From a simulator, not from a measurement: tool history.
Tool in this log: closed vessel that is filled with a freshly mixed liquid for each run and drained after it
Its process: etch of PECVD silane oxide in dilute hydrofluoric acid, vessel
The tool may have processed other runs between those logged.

run    day  temperature setpoint of the liquid (°C)  parts of water to one part of 49 % hydrofluoric acid (parts by volume)  time in the liquid (s)  thickness taken off the PECVD silane oxide on a monitor wafer (Å)
  1      0                                       24                                                                     135                     230                                                             493.43
  2  0.296                                     25.5                                                                     135                     230                                                             526.31
  3  0.383                                     26.5                                                                     135                     230                                                             542.69
  4  0.646                                     27.5                                                                     135                     230                                                             566.18
  5  0.883                                     27.5                                                                     135                     250                                                             614.39
  6  1.142                                     27.5                                                                     100                     250                                                             871.02
  7  1.525                                       26                                                                     100                     250                                                             821.25
  8  1.646                                       25                                                                     100                     250                                                             794.37
  9  1.954                                       24                                                                     100                     250                                                             757.77

What will run 10 give?
 10  2.092                                     23.5                                                                     100                     250                                                                  ?

{"run 10": {"thickness taken off the PECVD silane oxide on a monitor wafer (Å)": 740.28}}

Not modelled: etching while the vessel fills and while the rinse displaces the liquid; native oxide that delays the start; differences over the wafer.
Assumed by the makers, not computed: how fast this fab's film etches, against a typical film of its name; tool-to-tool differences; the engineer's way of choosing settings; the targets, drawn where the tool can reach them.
